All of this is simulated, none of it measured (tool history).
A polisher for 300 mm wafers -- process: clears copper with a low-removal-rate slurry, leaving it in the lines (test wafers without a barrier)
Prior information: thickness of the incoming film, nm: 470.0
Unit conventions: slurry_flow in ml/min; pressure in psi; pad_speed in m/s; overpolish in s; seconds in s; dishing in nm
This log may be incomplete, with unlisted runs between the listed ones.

{"run": 1, "hour": 0.0, "slurry_flow": 165, "pressure": 3.4, "pad_speed": 1.24, "slurry_solids": 1, "overpolish": 10, "seconds": 112.71, "dishing": 26.61}
{"run": 2, "hour": 0.8, "slurry_flow": 165, "pressure": 3.2, "pad_speed": 1.24, "slurry_solids": 1, "overpolish": 10, "seconds": 123.41, "dishing": 25.684}
{"run": 3, "hour": 8.7, "slurry_flow": 165, "pressure": 3.1, "pad_speed": 1.24, "slurry_solids": 1, "overpolish": 10, "seconds": 122.57, "dishing": 25.04}
{"run": 4, "hour": 9.8, "slurry_flow": 165, "pressure": 3, "pad_speed": 1.24, "slurry_solids": 1, "overpolish": 10, "seconds": 133.04, "dishing": 24.033}
{"run": 5, "hour": 16.3, "slurry_flow": 165, "pressure": 3, "pad_speed": 1.24, "slurry_solids": 1, "overpolish": 14, "seconds": 128.43, "dishing": 32.509}
{"run": 6, "hour": 19.2, "slurry_flow": 165, "pressure": 3, "pad_speed": 1.24, "slurry_solids": 1.15, "overpolish": 14, "seconds": 127.75, "dishing": 33.28}
{"run": 7, "hour": 21.1, "slurry_flow": 165, "pressure": 2.9, "pad_speed": 1.24, "slurry_solids": 1.15, "overpolish": 13, "seconds": 130.43, "dishing": 30.958}

What will run 8 give?
{"run": 8, "hour": 24.8, "slurry_flow": 165, "pressure": 2.9, "pad_speed": 1.22, "slurry_solids": 1.1, "overpolish": 12, "seconds": "?", "dishing": "?"}

Logged for run 8: seconds 136.24 s, dishing 27.706 nm.
